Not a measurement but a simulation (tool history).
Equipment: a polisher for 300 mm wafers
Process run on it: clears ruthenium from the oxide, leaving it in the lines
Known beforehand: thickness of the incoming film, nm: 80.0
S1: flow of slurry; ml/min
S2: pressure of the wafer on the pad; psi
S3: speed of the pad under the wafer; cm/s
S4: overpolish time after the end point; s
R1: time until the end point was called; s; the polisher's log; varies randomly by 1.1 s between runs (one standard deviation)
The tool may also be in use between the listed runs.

Run 1, hour 0: S1 305 ml/min, S2 2.1 psi, S3 98 cm/s, S4 6 s. Result: R1 74.507 s.
Run 2, hour 4.2: S1 305 ml/min, S2 2.3 psi, S3 98 cm/s, S4 6 s. Result: R1 67.607 s.
Run 3, hour 5.5: S1 305 ml/min, S2 2 psi, S3 98 cm/s, S4 6 s. Result: R1 78.617 s.
Run 4, hour 7.6: S1 305 ml/min, S2 2 psi, S3 120 cm/s, S4 6 s. Result: R1 64.901 s.
Run 5, hour 15.6: S1 305 ml/min, S2 1.7 psi, S3 120 cm/s, S4 6 s. Result: R1 75.066 s.
Run 6, hour 23.6: S1 305 ml/min, S2 1.5 psi, S3 120 cm/s, S4 6 s. Result: R1 85.23 s.

Forecast run 7:
Run 7, hour 26.1: S1 305 ml/min, S2 1.5 psi, S3 120 cm/s, S4 6 s. Result: R1 ?.

{"run 7": {"R1": 83.759}}
